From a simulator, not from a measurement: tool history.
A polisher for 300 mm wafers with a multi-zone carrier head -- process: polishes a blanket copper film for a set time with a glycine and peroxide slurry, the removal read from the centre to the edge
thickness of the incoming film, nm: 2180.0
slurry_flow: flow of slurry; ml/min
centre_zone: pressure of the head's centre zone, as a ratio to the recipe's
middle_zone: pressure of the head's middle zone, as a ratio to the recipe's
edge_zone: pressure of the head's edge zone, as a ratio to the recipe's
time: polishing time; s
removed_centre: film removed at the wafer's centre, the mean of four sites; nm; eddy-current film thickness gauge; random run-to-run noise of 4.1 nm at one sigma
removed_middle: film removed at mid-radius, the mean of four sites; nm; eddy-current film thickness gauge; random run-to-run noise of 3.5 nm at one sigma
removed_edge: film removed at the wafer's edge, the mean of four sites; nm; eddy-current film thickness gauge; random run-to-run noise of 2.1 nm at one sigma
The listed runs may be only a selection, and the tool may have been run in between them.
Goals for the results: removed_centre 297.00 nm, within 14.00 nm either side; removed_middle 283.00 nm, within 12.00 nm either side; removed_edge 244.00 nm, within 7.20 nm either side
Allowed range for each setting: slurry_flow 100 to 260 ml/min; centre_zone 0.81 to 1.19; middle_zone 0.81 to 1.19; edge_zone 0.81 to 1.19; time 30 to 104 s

Run 1, day 0.000: slurry_flow 165 ml/min, centre_zone 1.00, middle_zone 1.00, edge_zone 1.00, time 67 s. Result: removed_centre 387.89 nm, removed_middle 356.39 nm, removed_edge 361.39 nm.
Run 2, day 0.029: slurry_flow 165 ml/min, centre_zone 1.00, middle_zone 1.00, edge_zone 1.00, time 59 s. Result: removed_centre 339.66 nm, removed_middle 317.24 nm, removed_edge 314.43 nm.
Run 3, day 0.204: slurry_flow 160 ml/min, centre_zone 1.01, middle_zone 1.01, edge_zone 0.94, time 56 s. Result: removed_centre 333.34 nm, removed_middle 294.92 nm, removed_edge 290.67 nm.
Run 4, day 0.575: slurry_flow 155 ml/min, centre_zone 1.00, middle_zone 1.05, edge_zone 0.90, time 54 s. Result: removed_centre 306.87 nm, removed_middle 293.77 nm, removed_edge 274.44 nm.
Run 5, day 0.604: slurry_flow 155 ml/min, centre_zone 1.00, middle_zone 1.05, edge_zone 0.95, time 54 s. Result: removed_centre 304.35 nm, removed_middle 298.20 nm, removed_edge 275.37 nm.
Run 6, day 0.750: slurry_flow 145 ml/min, centre_zone 1.02, middle_zone 1.07, edge_zone 0.92, time 53 s. Result: removed_centre 306.85 nm, removed_middle 287.81 nm, removed_edge 270.34 nm.
At day 0.900: centre zone pressure recalibrated.
Run 7, day 0.900: slurry_flow 145 ml/min, centre_zone 1.03, middle_zone 1.10, edge_zone 0.89, time 52 s. Result: removed_centre 269.24 nm, removed_middle 291.93 nm, removed_edge 258.33 nm.
Run 8, day 1.188: slurry_flow 185 ml/min, centre_zone 1.04, middle_zone 1.07, edge_zone 0.86, time 50 s. Result: removed_centre 279.43 nm, removed_middle 286.36 nm, removed_edge 255.58 nm.

Exercise: of the 4 proposed moves below, exactly one satisfies all targets within the stated allowed misses. Which move is it?
Run A, day 1.475: slurry_flow 155 ml/min, centre_zone 0.92, middle_zone 1.04, edge_zone 0.82, time 51 s. Result: removed_centre ?, removed_middle ?, removed_edge ?.
Run B, day 1.475: slurry_flow 120 ml/min, centre_zone 1.17, middle_zone 1.10, edge_zone 0.81, time 53 s. Result: removed_centre ?, removed_middle ?, removed_edge ?.
Run C, day 1.475: slurry_flow 205 ml/min, centre_zone 1.05, middle_zone 1.13, edge_zone 0.87, time 51 s. Result: removed_centre ?, removed_middle ?, removed_edge ?.
Run D, day 1.475: slurry_flow 205 ml/min, centre_zone 0.95, middle_zone 1.14, edge_zone 0.87, time 50 s. Result: removed_centre ?, removed_middle ?, removed_edge ?.

move  removed_centre  removed_middle  removed_edge
   A          252.22          278.26        242.72
   B          306.20          284.97        240.05
   C          301.66          313.49        258.00
   D          269.39          309.84        252.91
A: corrects the largest miss of the last run, while another result sits out of spec
B: all results land within tolerance of their targets
C: its largest miss is bigger than the last run's
D: its largest miss is bigger than the last run's
So the answer is move B, the one that meets all the targets.

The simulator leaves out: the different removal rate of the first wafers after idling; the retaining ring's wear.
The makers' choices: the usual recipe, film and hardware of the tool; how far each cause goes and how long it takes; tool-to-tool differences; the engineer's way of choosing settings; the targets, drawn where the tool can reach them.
